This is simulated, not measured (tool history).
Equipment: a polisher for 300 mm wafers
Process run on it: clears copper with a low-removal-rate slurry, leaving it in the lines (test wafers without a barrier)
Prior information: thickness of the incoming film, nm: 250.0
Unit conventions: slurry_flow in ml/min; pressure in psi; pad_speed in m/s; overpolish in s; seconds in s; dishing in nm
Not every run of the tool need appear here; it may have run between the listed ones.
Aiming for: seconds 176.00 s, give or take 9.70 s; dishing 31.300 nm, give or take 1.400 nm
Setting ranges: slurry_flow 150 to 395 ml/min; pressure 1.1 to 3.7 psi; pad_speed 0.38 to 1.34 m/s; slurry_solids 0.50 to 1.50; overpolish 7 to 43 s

Run 1, hour 0.0: slurry_flow 250 ml/min, pressure 2.4 psi, pad_speed 0.86 m/s, slurry_solids 1.00, overpolish 22 s. Result: seconds 144.08 s, dishing 24.915 nm.
Run 2, hour 1.4: slurry_flow 250 ml/min, pressure 2.4 psi, pad_speed 0.86 m/s, slurry_solids 1.00, overpolish 31 s. Result: seconds 146.03 s, dishing 31.546 nm.
Run 3, hour 4.6: slurry_flow 250 ml/min, pressure 2.3 psi, pad_speed 0.86 m/s, slurry_solids 1.00, overpolish 32 s. Result: seconds 156.74 s, dishing 31.417 nm.
Run 4, hour 6.6: slurry_flow 250 ml/min, pressure 2.3 psi, pad_speed 0.86 m/s, slurry_solids 0.90, overpolish 32 s. Result: seconds 154.30 s, dishing 31.443 nm.
Run 5, hour 8.7: slurry_flow 250 ml/min, pressure 2.7 psi, pad_speed 0.86 m/s, slurry_solids 0.90, overpolish 32 s. Result: seconds 131.09 s, dishing 33.540 nm.
Run 6, hour 16.2: slurry_flow 250 ml/min, pressure 2.7 psi, pad_speed 0.86 m/s, slurry_solids 0.90, overpolish 40 s. Result: seconds 132.98 s, dishing 39.528 nm.
Run 7, hour 20.6: slurry_flow 250 ml/min, pressure 2.6 psi, pad_speed 0.86 m/s, slurry_solids 0.90, overpolish 39 s. Result: seconds 140.02 s, dishing 38.145 nm.
Run 8, hour 22.9: slurry_flow 250 ml/min, pressure 2.5 psi, pad_speed 0.86 m/s, slurry_solids 0.90, overpolish 38 s. Result: seconds 146.14 s, dishing 36.503 nm.

Consider the 5 candidate settings below. Which is the only one whose results all fall within their allowed miss of target?
Run A, hour 25.2: slurry_flow 270 ml/min, pressure 3.0 psi, pad_speed 0.90 m/s, slurry_solids 0.85, overpolish 33 s. Result: seconds ?, dishing ?.
Run B, hour 25.2: slurry_flow 225 ml/min, pressure 2.7 psi, pad_speed 0.86 m/s, slurry_solids 1.00, overpolish 27 s. Result: seconds ?, dishing ?.
Run C, hour 25.2: slurry_flow 265 ml/min, pressure 2.6 psi, pad_speed 0.92 m/s, slurry_solids 0.90, overpolish 24 s. Result: seconds ?, dishing ?.
Run D, hour 25.2: slurry_flow 345 ml/min, pressure 1.9 psi, pad_speed 0.90 m/s, slurry_solids 0.95, overpolish 36 s. Result: seconds ?, dishing ?.
Run E, hour 25.2: slurry_flow 240 ml/min, pressure 2.9 psi, pad_speed 0.98 m/s, slurry_solids 0.80, overpolish 22 s. Result: seconds ?, dishing ?.

move  seconds  dishing
   A   120.51   37.828
   B   137.11   30.763
   C   134.29   28.769
   D   179.14   30.751
   E   117.69   29.770
A: its largest miss is bigger than the last run's
B: puts the biggest miss on target and leaves a different result outside tolerance
C: takes the result that was furthest off past its target
D: in spec on every target
E: takes the result that was furthest off past its target
D is the move that brings every result within its allowed miss.
